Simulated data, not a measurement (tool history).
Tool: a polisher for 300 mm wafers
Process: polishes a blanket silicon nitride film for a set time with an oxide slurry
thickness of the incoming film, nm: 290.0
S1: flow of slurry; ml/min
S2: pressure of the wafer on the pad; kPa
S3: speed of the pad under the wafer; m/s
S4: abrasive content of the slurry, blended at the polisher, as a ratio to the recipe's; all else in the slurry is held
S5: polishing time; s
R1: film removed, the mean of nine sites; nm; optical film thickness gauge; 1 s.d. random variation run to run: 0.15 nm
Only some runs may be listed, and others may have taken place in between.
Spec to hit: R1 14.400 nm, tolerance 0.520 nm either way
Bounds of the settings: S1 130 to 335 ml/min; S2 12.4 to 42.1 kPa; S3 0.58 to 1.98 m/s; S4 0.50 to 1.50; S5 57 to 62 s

run	day	S1	S2	S3	S4	S5	R1
1	0.000	215	26.9	1.28	1.00	62	37.391
2	0.021	215	23.4	1.12	1.00	62	30.681
3	0.362	215	23.4	0.88	1.00	62	27.288
4	0.538	215	20.7	0.80	0.95	62	22.326
5	0.612	215	23.4	0.80	0.95	62	25.492
6	0.867	215	20.7	0.74	0.95	62	21.632
7	0.975	215	18.6	0.72	0.95	62	19.245
8	1.125	215	17.2	0.72	0.95	62	18.091
9	1.338	215	15.9	0.72	0.95	62	16.754
# day 1.646: slurry blender recalibrated
10	1.646	215	15.2	0.72	0.95	62	19.340
11	1.729	215	14.5	0.68	0.90	62	17.594
12	1.862	215	13.8	0.66	0.95	61	16.764
13	2.179	215	13.1	0.64	0.90	61	15.314
14	2.533	215	13.1	0.62	0.90	61	14.815
15	2.762	215	13.1	0.62	0.90	61	14.981

Which single option among these 4 for the next run brings every result within its allowed miss of target? Just one does.
A	2.992	175	12.4	0.70	0.95	58	?
B	2.992	250	21.4	0.70	0.55	61	?
C	2.992	160	12.4	0.70	1.15	57	?
D	2.992	130	13.8	0.66	1.00	60	?

move	R1
A	14.066
B	15.987
C	15.196
D	15.216
A: meets every target
B: its largest miss is bigger than the last run's
C: its largest miss is bigger than the last run's
D: its largest miss is bigger than the last run's
The right move is A.

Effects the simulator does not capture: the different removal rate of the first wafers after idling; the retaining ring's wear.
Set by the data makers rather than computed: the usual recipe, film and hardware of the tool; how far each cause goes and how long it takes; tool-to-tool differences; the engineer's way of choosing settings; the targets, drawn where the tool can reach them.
